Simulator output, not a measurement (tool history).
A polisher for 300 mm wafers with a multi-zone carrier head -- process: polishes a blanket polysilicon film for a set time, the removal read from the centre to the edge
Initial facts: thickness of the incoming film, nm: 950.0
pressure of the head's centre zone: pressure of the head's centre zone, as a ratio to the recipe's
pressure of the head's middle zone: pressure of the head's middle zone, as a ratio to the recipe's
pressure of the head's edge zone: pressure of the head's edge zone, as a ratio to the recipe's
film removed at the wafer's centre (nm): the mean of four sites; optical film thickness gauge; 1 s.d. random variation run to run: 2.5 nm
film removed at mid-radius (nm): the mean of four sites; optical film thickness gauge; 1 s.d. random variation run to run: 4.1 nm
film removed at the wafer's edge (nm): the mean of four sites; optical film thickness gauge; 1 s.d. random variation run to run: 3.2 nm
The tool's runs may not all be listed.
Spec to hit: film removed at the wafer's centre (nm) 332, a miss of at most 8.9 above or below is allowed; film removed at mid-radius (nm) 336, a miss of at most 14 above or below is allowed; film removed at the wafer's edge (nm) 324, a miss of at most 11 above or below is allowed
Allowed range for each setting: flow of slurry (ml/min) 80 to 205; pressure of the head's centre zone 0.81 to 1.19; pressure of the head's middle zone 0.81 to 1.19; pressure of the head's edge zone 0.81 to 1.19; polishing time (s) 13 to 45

| run | hour | flow of slurry (ml/min) | pressure of the head's centre zone | pressure of the head's middle zone | pressure of the head's edge zone | polishing time (s) | film removed at the wafer's centre (nm) | film removed at mid-radius (nm) | film removed at the wafer's edge (nm) |
|---|---|---|---|---|---|---|---|---|---|
| 1 | 0 | 135 | 1 | 1 | 1 | 29 | 278.84 | 283.13 | 294.48 |
| 2 | 7.5 | 150 | 1.02 | 1.02 | 1.01 | 29 | 289.48 | 294.99 | 303.06 |
| 3 | 11.5 | 150 | 1.02 | 1.02 | 0.97 | 29 | 287.52 | 291.16 | 291.53 |
| 4 | 15.7 | 130 | 1.02 | 1.02 | 0.97 | 29 | 283.13 | 283.93 | 289.49 |
| 5 | 23.8 | 140 | 1.05 | 1.05 | 0.99 | 29 | 297.96 | 300.58 | 285.86 |
| 6 | 32.7 | 140 | 1.05 | 1.05 | 1.06 | 29 | 294.88 | 299.94 | 304.03 |
| 7 | 39.1 | 150 | 1.06 | 1.06 | 1.07 | 29 | 305.77 | 307.03 | 307.88 |
| 8 | 47.2 | 160 | 1.07 | 1.07 | 1.08 | 29 | 311.82 | 309.41 | 313.53 |
| 9 | 48.2 | 165 | 1.07 | 1.09 | 1.08 | 29 | 315.39 | 321.93 | 307.18 |
| 10 | 53.5 | 170 | 1.07 | 1.09 | 1.09 | 29 | 313.33 | 326.27 | 317.81 |
| 11 | 60.5 | 175 | 1.08 | 1.09 | 1.09 | 29 | 321.51 | 322.72 | 315.16 |
| 12 | 68.4 | 180 | 1.08 | 1.1 | 1.1 | 29 | 322.05 | 330.67 | 318.58 |
| 13 | 75.3 | 185 | 1.08 | 1.1 | 1.1 | 29 | 321.31 | 321.93 | 312.94 |

Exercise: of the 5 proposed moves below, exactly one satisfies all targets within the stated allowed misses. Which move is it?
| A | 82.2 | 175 | 1.09 | 1.11 | 1.1 | 30 | ? | ? | ? |
| B | 82.2 | 205 | 1.09 | 1.05 | 1.07 | 27 | ? | ? | ? |
| C | 82.2 | 200 | 1.1 | 1.02 | 1.04 | 29 | ? | ? | ? |
| D | 82.2 | 180 | 1.17 | 1.18 | 1.01 | 28 | ? | ? | ? |
| E | 82.2 | 185 | 1.02 | 1.11 | 1.04 | 29 | ? | ? | ? |

| move | film removed at the wafer's centre (nm) | film removed at mid-radius (nm) | film removed at the wafer's edge (nm) |
|---|---|---|---|
| A | 332.16 | 336.65 | 320.45 |
| B | 306.84 | 295.9 | 289.67 |
| C | 331.25 | 309.01 | 306.1 |
| D | 334.76 | 332.59 | 287.37 |
| E | 303.27 | 328.44 | 303.15 |
A: meets every target
B: lands further from the targets than the last run did
C: brings the last run's worst result on target, with another outside its allowed miss
D: brings the last run's worst result on target, with another outside its allowed miss
E: lands further from the targets than the last run did
So the answer is move A, the one that meets all the targets.
